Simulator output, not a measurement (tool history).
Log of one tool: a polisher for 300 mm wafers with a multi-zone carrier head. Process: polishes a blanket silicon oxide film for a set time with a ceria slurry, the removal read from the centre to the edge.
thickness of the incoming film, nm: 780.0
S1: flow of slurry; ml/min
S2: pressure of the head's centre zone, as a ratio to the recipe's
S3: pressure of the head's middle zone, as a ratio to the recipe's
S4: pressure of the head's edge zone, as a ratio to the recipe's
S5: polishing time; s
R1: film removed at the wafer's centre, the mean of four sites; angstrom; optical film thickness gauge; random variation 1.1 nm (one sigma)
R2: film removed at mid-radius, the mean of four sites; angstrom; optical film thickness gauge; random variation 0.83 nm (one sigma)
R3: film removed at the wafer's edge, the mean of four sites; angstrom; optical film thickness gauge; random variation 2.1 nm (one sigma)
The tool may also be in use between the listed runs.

| run | hour | S1 | S2 | S3 | S4 | S5 | R1 | R2 | R3 |
|---|---|---|---|---|---|---|---|---|---|
| 1 | 0 | 285 | 1 | 1 | 1 | 34 | 1512.5 | 1527.2 | 1610.8 |
| 2 | 4.3 | 270 | 0.99 | 0.97 | 0.98 | 34 | 1491 | 1504.4 | 1651.9 |
| 3 | 10.1 | 270 | 0.99 | 0.97 | 0.91 | 34 | 1481.6 | 1465.9 | 1583.6 |
| 4 | 18.5 | 270 | 0.99 | 0.97 | 0.91 | 28 | 1218.1 | 1225.8 | 1308.4 |
| 5 | 22.2 | 270 | 0.99 | 0.97 | 0.91 | 22 | 969.95 | 959.62 | 1023.4 |
| 6 | 25.2 | 245 | 1 | 0.97 | 0.95 | 25 | 1097.4 | 1080.7 | 1164 |
| 7 | 25.9 | 245 | 1.08 | 1.04 | 1.05 | 28 | 1322 | 1273 | 1360.1 |

Forecast run 8:
| 8 | 32.3 | 245 | 1.08 | 1.04 | 1.05 | 28 | ? | ? | ? |

{"run 8": {"R1": 1308.7, "R2": 1283.6, "R3": 1310.9}}

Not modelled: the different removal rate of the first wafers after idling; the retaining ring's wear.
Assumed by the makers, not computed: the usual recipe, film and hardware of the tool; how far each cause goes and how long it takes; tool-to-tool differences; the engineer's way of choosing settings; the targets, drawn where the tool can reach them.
